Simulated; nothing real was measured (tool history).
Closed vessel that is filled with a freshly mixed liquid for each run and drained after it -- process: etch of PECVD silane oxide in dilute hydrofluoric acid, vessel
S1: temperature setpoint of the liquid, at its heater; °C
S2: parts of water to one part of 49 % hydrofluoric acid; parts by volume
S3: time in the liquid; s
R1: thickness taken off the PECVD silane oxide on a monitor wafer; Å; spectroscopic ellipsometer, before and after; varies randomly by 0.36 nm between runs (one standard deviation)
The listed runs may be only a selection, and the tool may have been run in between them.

run  hour    S1   S2  S3      R1
  1     0    24  145  95  174.69
  2   2.9  22.5  145  95  166.04
  3   3.7  22.5  165  95  141.03
  4  11.1  23.5  155  95  157.17
  5  19.3  24.5  145  95  176.84
     26.5  -- thermometer replaced
  6  26.5  24.5  110  95  269.46
  7  32.6  25.5  110  95  275.37

Run 8 has not been measured yet. What should we expect?
  8  41.4  26  110  95   ?

Run 8 yielded R1 284.56 Å.
